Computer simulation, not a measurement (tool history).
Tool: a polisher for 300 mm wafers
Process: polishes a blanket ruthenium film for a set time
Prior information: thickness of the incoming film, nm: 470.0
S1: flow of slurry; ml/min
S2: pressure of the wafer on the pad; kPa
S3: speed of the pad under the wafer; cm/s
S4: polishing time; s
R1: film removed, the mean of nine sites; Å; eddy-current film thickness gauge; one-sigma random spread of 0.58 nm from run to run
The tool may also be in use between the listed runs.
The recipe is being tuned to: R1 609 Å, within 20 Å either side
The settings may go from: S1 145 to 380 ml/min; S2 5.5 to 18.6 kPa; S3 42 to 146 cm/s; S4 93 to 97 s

| run | hour | S1 | S2 | S3 | S4 | R1 |
|---|---|---|---|---|---|---|
| 1 | 0 | 245 | 11.7 | 94 | 93 | 983.96 |
| 2 | 4.3 | 245 | 11.7 | 94 | 97 | 1032 |
| 3 | 8.4 | 290 | 11.7 | 94 | 97 | 1031.4 |
| 4 | 15.8 | 290 | 13.8 | 94 | 97 | 1190.2 |
| 5 | 20.5 | 290 | 13.8 | 110 | 97 | 1358.6 |
| 6 | 29.2 | 290 | 12.4 | 110 | 97 | 1272.7 |
| 7 | 34.5 | 290 | 11 | 102 | 97 | 1093.4 |
| 8 | 35.5 | 290 | 9.7 | 94 | 97 | 915.3 |
| 9 | 41.1 | 290 | 9 | 90 | 97 | 805.39 |
| 10 | 44.3 | 290 | 8.3 | 90 | 97 | 779.15 |
| 11 | 48.1 | 285 | 5.5 | 86 | 97 | 568.01 |
| 12 | 50.8 | 290 | 5.5 | 86 | 97 | 563.25 |

4 candidate next runs follow, results not yet known. Just one meets every target within its allowed miss. Identify it.
| A | 53.5 | 280 | 7.6 | 78 | 95 | ? |
| B | 53.5 | 280 | 5.5 | 86 | 94 | ? |
| C | 53.5 | 260 | 9.7 | 54 | 93 | ? |
| D | 53.5 | 345 | 7.6 | 64 | 97 | ? |

| move | R1 |
|---|---|
| A | 623.41 |
| B | 551.68 |
| C | 505.14 |
| D | 536.49 |
A: all results in spec
B: lands further from the targets than the last run did
C: lands further from the targets than the last run did
D: lands further from the targets than the last run did
Go with A: it meets all targets.
